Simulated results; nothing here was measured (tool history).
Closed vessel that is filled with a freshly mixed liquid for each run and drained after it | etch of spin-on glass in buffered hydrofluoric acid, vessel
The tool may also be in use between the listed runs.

run	hour	temperature setpoint of the liquid (C)	parts of 40 % ammonium fluoride to one part of 49 % hydrofluoric acid (parts by volume)	time in the liquid (s)	thickness taken off the spin-on glass on a monitor wafer (Å)
1	0.0	24.0	9.0	30	1089.00
2	5.8	22.5	9.0	30	1004.70
3	10.0	22.5	9.0	30	1011.30
4	14.3	21.5	9.0	30	953.35
5	21.9	20.5	9.0	30	909.60
6	24.0	17.0	9.0	30	739.11
7	32.0	17.5	9.0	30	758.73

Estimate the outcome of run 8 from the log above:
8	34.1	18.0	9.0	30	?

{"run 8": {"thickness taken off the spin-on glass on a monitor wafer (Å)": 780.25}}
